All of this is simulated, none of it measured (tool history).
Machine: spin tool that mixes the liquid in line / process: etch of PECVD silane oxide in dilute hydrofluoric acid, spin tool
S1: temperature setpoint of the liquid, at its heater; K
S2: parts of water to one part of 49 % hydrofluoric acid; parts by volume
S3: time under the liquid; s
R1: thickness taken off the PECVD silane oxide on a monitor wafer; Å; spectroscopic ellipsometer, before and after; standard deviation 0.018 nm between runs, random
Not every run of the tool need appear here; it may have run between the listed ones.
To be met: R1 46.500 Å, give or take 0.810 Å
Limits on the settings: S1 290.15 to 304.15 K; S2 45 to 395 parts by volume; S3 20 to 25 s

{"run": 1, "hour": 0.0, "S1": 296.15, "S2": 220, "S3": 25, "R1": 37.737}
{"run": 2, "hour": 1.0, "S1": 296.15, "S2": 250, "S3": 25, "R1": 32.102}
{"run": 3, "hour": 8.5, "S1": 298.15, "S2": 245, "S3": 25, "R1": 35.374}
{"run": 4, "hour": 13.1, "S1": 298.15, "S2": 210, "S3": 25, "R1": 42.666}
{"run": 5, "hour": 14.4, "S1": 298.65, "S2": 210, "S3": 25, "R1": 43.677}
{"run": 6, "hour": 20.4, "S1": 298.65, "S2": 210, "S3": 25, "R1": 43.519}
{"run": 7, "hour": 22.5, "S1": 299.15, "S2": 210, "S3": 25, "R1": 44.013}
{"run": 8, "hour": 28.2, "S1": 299.65, "S2": 210, "S3": 25, "R1": 44.916}

Of the 5 settings listed for the next run, only one would bring every result within its allowed miss of target. Which one?
{"run": "A", "hour": 33.9, "S1": 299.65, "S2": 220, "S3": 25, "R1": "?"}
{"run": "B", "hour": 33.9, "S1": 301.15, "S2": 185, "S3": 20, "R1": "?"}
{"run": "C", "hour": 33.9, "S1": 299.15, "S2": 175, "S3": 20, "R1": "?"}
{"run": "D", "hour": 33.9, "S1": 297.15, "S2": 185, "S3": 25, "R1": "?"}
{"run": "E", "hour": 33.9, "S1": 302.15, "S2": 185, "S3": 20, "R1": "?"}

move=A R1=42.718
move=B R1=44.634
move=C R1=44.404
move=D R1=48.208
move=E R1=46.249
A: moves away from the targets compared with the last run
B: moves away from the targets compared with the last run
C: moves away from the targets compared with the last run
D: moves the result that the last run missed by most past its target, out the other side
E: hits every target within its allowed miss
E meets every target.
